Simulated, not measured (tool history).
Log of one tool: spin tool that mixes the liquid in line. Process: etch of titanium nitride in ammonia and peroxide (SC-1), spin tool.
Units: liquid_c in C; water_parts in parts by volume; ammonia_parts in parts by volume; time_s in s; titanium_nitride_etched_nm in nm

Run 1, hour 0.0: liquid_c 55.0 C, water_parts 23.0 parts by volume, ammonia_parts 0.75 parts by volume, time_s 75 s. Result: titanium_nitride_etched_nm 3.2281 nm.
Run 2, hour 7.4: liquid_c 55.0 C, water_parts 23.0 parts by volume, ammonia_parts 0.75 parts by volume, time_s 75 s. Result: titanium_nitride_etched_nm 3.1925 nm.
Run 3, hour 16.4: liquid_c 55.0 C, water_parts 23.0 parts by volume, ammonia_parts 1.00 parts by volume, time_s 75 s. Result: titanium_nitride_etched_nm 3.3506 nm.
Run 4, hour 22.6: liquid_c 55.0 C, water_parts 27.0 parts by volume, ammonia_parts 1.00 parts by volume, time_s 75 s. Result: titanium_nitride_etched_nm 3.1365 nm.
Run 5, hour 25.8: liquid_c 52.5 C, water_parts 27.0 parts by volume, ammonia_parts 1.00 parts by volume, time_s 75 s. Result: titanium_nitride_etched_nm 2.5868 nm.
Run 6, hour 30.9: liquid_c 52.5 C, water_parts 33.5 parts by volume, ammonia_parts 1.00 parts by volume, time_s 75 s. Result: titanium_nitride_etched_nm 2.3108 nm.

Forecast run 7:
Run 7, hour 39.1: liquid_c 60.5 C, water_parts 33.0 parts by volume, ammonia_parts 1.00 parts by volume, time_s 75 s. Result: titanium_nitride_etched_nm ?.

Run 7 gave titanium_nitride_etched_nm 4.0012 nm.
